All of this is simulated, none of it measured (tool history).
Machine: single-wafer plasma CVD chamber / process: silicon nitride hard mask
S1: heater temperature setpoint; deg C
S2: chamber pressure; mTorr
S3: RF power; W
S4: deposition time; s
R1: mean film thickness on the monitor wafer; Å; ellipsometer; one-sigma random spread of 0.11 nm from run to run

run	day	S1	S2	S3	S4	R1
1	0	375	1090	285	42.9	423.3
2	0.242	375	1090	285	42.9	423.93
3	0.417	375	1200	295	42.9	446.65
4	0.504	381	1200	295	42.9	446.25
5	0.775	381	1200	315	42.9	461.68
6	1.075	381	1200	315	41	442.92

Run 7 has not been measured yet. What should we expect?
7	1.246	381	1290	325	41	?

R1: 461.33 Å
